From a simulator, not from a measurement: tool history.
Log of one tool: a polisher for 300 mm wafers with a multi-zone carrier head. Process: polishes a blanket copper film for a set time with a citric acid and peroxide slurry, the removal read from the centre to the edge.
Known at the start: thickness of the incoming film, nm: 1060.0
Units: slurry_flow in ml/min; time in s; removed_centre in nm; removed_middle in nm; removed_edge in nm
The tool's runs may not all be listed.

run,hour,slurry_flow,centre_zone,middle_zone,edge_zone,slurry_solids,time,removed_centre,removed_middle,removed_edge
1,0.0,200,1.00,1.00,1.00,1.00,89,296.16,303.97,304.55
2,3.0,200,1.00,1.00,1.00,1.10,89,307.07,317.38,301.83
3,10.3,200,1.00,1.05,1.00,1.10,89,304.72,323.15,307.32
4,14.6,200,1.00,1.05,0.95,1.10,89,304.01,320.21,299.14
5,21.2,195,1.03,1.00,0.94,0.95,81,278.12,273.05,262.34
6,26.9,195,1.03,1.00,0.94,0.95,93,311.55,315.83,301.78
7,34.1,195,1.04,0.96,0.96,0.85,84,277.74,266.80,261.32
8,41.6,190,1.05,0.93,1.01,0.80,78,259.86,239.31,249.94
9,43.3,160,1.10,0.83,0.98,0.55,53,164.74,132.06,153.74
# hour 48.9: slurry nozzle cleaned
10,48.9,180,1.11,0.84,1.01,0.55,53,173.29,140.91,157.07
11,57.0,180,1.11,0.83,1.03,0.60,53,178.48,142.49,165.02
12,62.3,185,1.11,0.83,1.05,0.60,53,177.55,146.74,165.96
13,66.9,155,1.17,0.81,1.13,0.85,56,209.29,158.72,188.46
14,71.0,150,1.16,0.81,1.12,0.85,56,209.84,154.18,186.52
15,77.3,150,1.16,0.81,1.12,0.85,56,209.07,156.00,189.95

The next listed run, before its measurement:
16,78.5,150,1.15,0.82,1.11,0.85,56,?,?,?

Run 16 gave removed_centre 203.89 nm, removed_middle 156.07 nm, removed_edge 188.57 nm.

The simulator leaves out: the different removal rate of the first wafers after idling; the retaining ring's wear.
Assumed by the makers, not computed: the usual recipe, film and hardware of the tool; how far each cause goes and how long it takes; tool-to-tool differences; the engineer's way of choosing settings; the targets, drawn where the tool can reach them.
